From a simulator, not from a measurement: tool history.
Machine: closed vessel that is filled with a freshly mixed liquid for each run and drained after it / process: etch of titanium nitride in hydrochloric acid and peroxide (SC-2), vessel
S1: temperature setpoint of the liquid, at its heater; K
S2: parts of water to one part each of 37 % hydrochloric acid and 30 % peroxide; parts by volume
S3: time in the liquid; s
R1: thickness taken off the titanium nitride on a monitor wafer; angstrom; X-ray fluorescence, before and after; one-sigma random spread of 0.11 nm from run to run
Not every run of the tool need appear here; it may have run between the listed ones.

Run 1, hour 0: S1 337.15 K, S2 8 parts by volume, S3 105 s. Result: R1 91.357 angstrom.
Run 2, hour 3.5: S1 342.15 K, S2 8 parts by volume, S3 105 s. Result: R1 121.99 angstrom.
Run 3, hour 5.2: S1 342.15 K, S2 8 parts by volume, S3 105 s. Result: R1 121.7 angstrom.
Run 4, hour 7.4: S1 342.15 K, S2 10.5 parts by volume, S3 105 s. Result: R1 99.348 angstrom.
Run 5, hour 9.3: S1 342.15 K, S2 9 parts by volume, S3 105 s. Result: R1 109.9 angstrom.
Run 6, hour 17.7: S1 342.65 K, S2 9 parts by volume, S3 105 s. Result: R1 114.26 angstrom.
Run 7, hour 19: S1 342.65 K, S2 9 parts by volume, S3 105 s. Result: R1 114.88 angstrom.

Expected results for the next run?
Run 8, hour 23.5: S1 343.15 K, S2 9 parts by volume, S3 105 s. Result: R1 ?.

R1: 117.97 angstrom

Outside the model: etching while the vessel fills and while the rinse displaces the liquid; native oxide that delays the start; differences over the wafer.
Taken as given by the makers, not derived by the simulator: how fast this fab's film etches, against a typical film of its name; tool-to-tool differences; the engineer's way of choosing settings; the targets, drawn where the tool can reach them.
